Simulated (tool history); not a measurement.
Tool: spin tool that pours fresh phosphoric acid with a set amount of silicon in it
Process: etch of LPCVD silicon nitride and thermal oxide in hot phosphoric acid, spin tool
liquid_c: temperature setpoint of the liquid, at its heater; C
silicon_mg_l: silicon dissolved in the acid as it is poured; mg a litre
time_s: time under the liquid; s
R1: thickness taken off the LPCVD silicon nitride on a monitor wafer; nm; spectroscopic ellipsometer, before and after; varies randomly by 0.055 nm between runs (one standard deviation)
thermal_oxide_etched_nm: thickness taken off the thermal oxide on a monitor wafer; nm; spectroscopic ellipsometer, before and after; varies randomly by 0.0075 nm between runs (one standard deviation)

run 1 day=0 | liquid_c=163 silicon_mg_l=13 time_s=180 | R1=15.355 thermal_oxide_etched_nm=0.43143
run 2 day=0.175 | liquid_c=164.5 silicon_mg_l=13 time_s=180 | R1=16.178 thermal_oxide_etched_nm=0.49596
run 3 day=0.483 | liquid_c=164.5 silicon_mg_l=6 time_s=180 | R1=16.061 thermal_oxide_etched_nm=0.587
run 4 day=0.738 | liquid_c=164.5 silicon_mg_l=6 time_s=110 | R1=10.006 thermal_oxide_etched_nm=0.36953
run 5 day=1.067 | liquid_c=163 silicon_mg_l=8.5 time_s=105 | R1=9.2023 thermal_oxide_etched_nm=0.28792
run 6 day=1.242 | liquid_c=162 silicon_mg_l=10 time_s=100 | R1=8.3849 thermal_oxide_etched_nm=0.24674

Run 7 is up next; what results do you expect?
run 7 day=1.362 | liquid_c=162 silicon_mg_l=10 time_s=100 | R1=? thermal_oxide_etched_nm=?

R1: 8.3004 nm
thermal_oxide_etched_nm: 0.23214 nm

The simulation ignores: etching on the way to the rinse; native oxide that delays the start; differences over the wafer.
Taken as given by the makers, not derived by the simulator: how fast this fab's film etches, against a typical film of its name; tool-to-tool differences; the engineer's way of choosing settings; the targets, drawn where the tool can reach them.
